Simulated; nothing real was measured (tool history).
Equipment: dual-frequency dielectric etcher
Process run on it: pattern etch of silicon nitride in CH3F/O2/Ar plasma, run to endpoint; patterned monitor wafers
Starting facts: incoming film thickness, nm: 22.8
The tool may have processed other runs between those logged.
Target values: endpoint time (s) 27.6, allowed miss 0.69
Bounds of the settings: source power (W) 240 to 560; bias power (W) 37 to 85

{"run": 1, "hour": 0.0, "source power (W)": 400, "bias power (W)": 61, "endpoint time (s)": 32.752}
{"run": 2, "hour": 1.4, "source power (W)": 400, "bias power (W)": 53, "endpoint time (s)": 34.452}
{"run": 3, "hour": 3.7, "source power (W)": 420, "bias power (W)": 55, "endpoint time (s)": 33.457}
{"run": 4, "hour": 6.0, "source power (W)": 420, "bias power (W)": 50, "endpoint time (s)": 34.164}
{"run": 5, "hour": 14.5, "source power (W)": 440, "bias power (W)": 52, "endpoint time (s)": 32.996}
{"run": 6, "hour": 18.0, "source power (W)": 450, "bias power (W)": 53, "endpoint time (s)": 32.507}
{"run": 7, "hour": 24.7, "source power (W)": 460, "bias power (W)": 54, "endpoint time (s)": 31.88}
{"run": 8, "hour": 27.9, "source power (W)": 470, "bias power (W)": 55, "endpoint time (s)": 31.318}
{"run": 9, "hour": 35.2, "source power (W)": 480, "bias power (W)": 56, "endpoint time (s)": 30.974}
{"run": 10, "hour": 43.8, "source power (W)": 490, "bias power (W)": 57, "endpoint time (s)": 30.666}
{"run": 11, "hour": 51.9, "source power (W)": 500, "bias power (W)": 58, "endpoint time (s)": 30.11}

5 next moves are on the table. One of them brings every result within its allowed miss. Which?
{"run": "A", "hour": 60.0, "source power (W)": 480, "bias power (W)": 50, "endpoint time (s)": "?"}
{"run": "B", "hour": 60.0, "source power (W)": 400, "bias power (W)": 64, "endpoint time (s)": "?"}
{"run": "C", "hour": 60.0, "source power (W)": 440, "bias power (W)": 58, "endpoint time (s)": "?"}
{"run": "D", "hour": 60.0, "source power (W)": 560, "bias power (W)": 62, "endpoint time (s)": "?"}
{"run": "E", "hour": 60.0, "source power (W)": 510, "bias power (W)": 54, "endpoint time (s)": "?"}

move=A endpoint_time_(s)=32.105
move=B endpoint_time_(s)=32.144
move=C endpoint_time_(s)=31.804
move=D endpoint_time_(s)=27.799
move=E endpoint_time_(s)=30.412
A: moves away from the targets compared with the last run
B: moves away from the targets compared with the last run
C: moves away from the targets compared with the last run
D: each result inside its tolerance
E: moves away from the targets compared with the last run
Answer: D
